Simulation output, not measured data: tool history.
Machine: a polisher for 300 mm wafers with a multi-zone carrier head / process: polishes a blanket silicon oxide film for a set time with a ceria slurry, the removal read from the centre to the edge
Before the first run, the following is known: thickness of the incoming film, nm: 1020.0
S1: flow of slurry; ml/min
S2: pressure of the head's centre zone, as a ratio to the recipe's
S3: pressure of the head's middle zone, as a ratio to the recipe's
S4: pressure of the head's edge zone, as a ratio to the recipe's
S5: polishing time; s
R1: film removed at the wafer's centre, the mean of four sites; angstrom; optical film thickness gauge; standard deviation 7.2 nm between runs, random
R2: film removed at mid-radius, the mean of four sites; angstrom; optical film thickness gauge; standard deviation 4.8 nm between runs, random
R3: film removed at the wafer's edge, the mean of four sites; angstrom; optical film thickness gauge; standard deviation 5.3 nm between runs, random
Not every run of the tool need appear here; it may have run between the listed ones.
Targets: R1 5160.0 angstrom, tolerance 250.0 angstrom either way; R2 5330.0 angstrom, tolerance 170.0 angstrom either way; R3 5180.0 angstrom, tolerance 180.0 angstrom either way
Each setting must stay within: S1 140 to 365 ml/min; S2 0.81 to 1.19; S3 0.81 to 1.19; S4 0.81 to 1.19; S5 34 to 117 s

run,hour,S1,S2,S3,S4,S5,R1,R2,R3
1,0.0,235,1.00,1.00,1.00,75,4152.4,4115.1,4258.6
2,1.9,235,1.00,1.00,1.05,75,4312.2,4053.2,4360.3
3,8.3,245,1.00,1.05,1.07,78,4393.5,4498.7,4527.6
4,17.0,245,0.93,1.05,1.07,78,4092.6,4468.9,4572.9
5,18.2,250,0.96,1.07,1.09,80,4391.9,4691.9,4669.1
6,21.9,255,0.97,1.08,1.11,82,4553.5,4834.4,4883.8
7,25.7,260,0.99,1.09,1.12,83,4773.2,4958.4,4953.5
8,26.4,265,1.00,1.10,1.13,84,4882.6,5036.4,5065.5
9,28.4,270,1.01,1.11,1.13,84,4844.2,5037.5,5151.9

4 next moves are on the table. One of them brings every result within its allowed miss. Which?
A,30.4,350,1.03,1.11,1.11,85,?,?,?
B,30.4,195,1.06,1.03,1.13,88,?,?,?
C,30.4,150,1.05,1.12,0.94,94,?,?,?
D,30.4,330,1.06,1.09,1.18,78,?,?,?

move,R1,R2,R3
A,5061.1,5371.2,5172.4
B,5061.8,4929.6,5183.5
C,5164.4,5474.8,4932.2
D,4755.1,4828.7,4882.1
A: meets every target
B: lands further from the targets than the last run did
C: the worst result of the last run now meets its target, but another is out of spec
D: lands further from the targets than the last run did
Go with A: it meets all targets.

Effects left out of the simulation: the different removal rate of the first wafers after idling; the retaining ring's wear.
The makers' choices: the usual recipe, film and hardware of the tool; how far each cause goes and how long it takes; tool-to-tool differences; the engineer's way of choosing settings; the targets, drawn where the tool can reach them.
